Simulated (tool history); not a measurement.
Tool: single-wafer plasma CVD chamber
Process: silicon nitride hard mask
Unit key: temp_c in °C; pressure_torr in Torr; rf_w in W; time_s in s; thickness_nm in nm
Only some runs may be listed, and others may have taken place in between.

{"run": 1, "hour": 0.0, "temp_c": 400, "pressure_torr": 1.53, "rf_w": 370, "time_s": 31.9, "thickness_nm": 40.953}
{"run": 2, "hour": 8.8, "temp_c": 392, "pressure_torr": 1.53, "rf_w": 370, "time_s": 31.9, "thickness_nm": 41.249}
{"run": 3, "hour": 11.1, "temp_c": 402, "pressure_torr": 1.53, "rf_w": 370, "time_s": 31.9, "thickness_nm": 41.01}
{"run": 4, "hour": 15.2, "temp_c": 391, "pressure_torr": 1.53, "rf_w": 370, "time_s": 31.9, "thickness_nm": 41.4}
{"run": 5, "hour": 15.9, "temp_c": 391, "pressure_torr": 1.35, "rf_w": 370, "time_s": 31.9, "thickness_nm": 40.056}
{"run": 6, "hour": 19.2, "temp_c": 391, "pressure_torr": 1.35, "rf_w": 370, "time_s": 30.3, "thickness_nm": 38.061}
{"run": 7, "hour": 25.9, "temp_c": 391, "pressure_torr": 1.49, "rf_w": 380, "time_s": 30.4, "thickness_nm": 40.008}
{"run": 8, "hour": 31.1, "temp_c": 391, "pressure_torr": 1.59, "rf_w": 385, "time_s": 30.4, "thickness_nm": 40.95}
{"run": 9, "hour": 38.4, "temp_c": 391, "pressure_torr": 1.67, "rf_w": 395, "time_s": 30.5, "thickness_nm": 42.425}
{"run": 10, "hour": 44.7, "temp_c": 391, "pressure_torr": 1.67, "rf_w": 395, "time_s": 30.5, "thickness_nm": 42.377}
{"run": 11, "hour": 48.4, "temp_c": 391, "pressure_torr": 1.73, "rf_w": 400, "time_s": 30.5, "thickness_nm": 42.985}
{"run": 12, "hour": 55.5, "temp_c": 391, "pressure_torr": 1.78, "rf_w": 405, "time_s": 30.5, "thickness_nm": 43.948}
{"run": 13, "hour": 60.9, "temp_c": 391, "pressure_torr": 1.81, "rf_w": 405, "time_s": 30.5, "thickness_nm": 44.147}
{"run": 14, "hour": 68.6, "temp_c": 391, "pressure_torr": 1.81, "rf_w": 405, "time_s": 30.5, "thickness_nm": 44.099}

Estimate the outcome of run 15 from the log above:
{"run": 15, "hour": 76.7, "temp_c": 391, "pressure_torr": 1.84, "rf_w": 405, "time_s": 30.5, "thickness_nm": "?"}

Run 15 measured thickness_nm 44.106 nm.

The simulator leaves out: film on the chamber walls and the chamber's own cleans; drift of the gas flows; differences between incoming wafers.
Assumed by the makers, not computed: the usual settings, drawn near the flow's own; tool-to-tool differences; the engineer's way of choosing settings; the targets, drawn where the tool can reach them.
